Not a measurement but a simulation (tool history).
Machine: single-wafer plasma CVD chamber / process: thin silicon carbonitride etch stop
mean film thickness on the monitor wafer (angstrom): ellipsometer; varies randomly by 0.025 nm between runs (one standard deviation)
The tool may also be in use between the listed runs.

| run | day | RF power (W) | deposition time (s) | mean film thickness on the monitor wafer (angstrom) |
|---|---|---|---|---|
| 1 | 0 | 215 | 11.8 | 65.86 |
| 2 | 0.329 | 205 | 11.8 | 64.906 |
| 3 | 0.433 | 205 | 12.4 | 67.993 |
| 4 | 0.796 | 225 | 12.9 | 72.488 |
| 5 | 1.012 | 225 | 11.2 | 63.135 |
| 6 | 1.271 | 240 | 12.1 | 69.525 |
| 7 | 1.375 | 250 | 12.7 | 73.641 |

What will run 8 give?
| 8 | 1.454 | 260 | 13.1 | ? |

Run 8 came out at mean film thickness on the monitor wafer (angstrom) 76.821.

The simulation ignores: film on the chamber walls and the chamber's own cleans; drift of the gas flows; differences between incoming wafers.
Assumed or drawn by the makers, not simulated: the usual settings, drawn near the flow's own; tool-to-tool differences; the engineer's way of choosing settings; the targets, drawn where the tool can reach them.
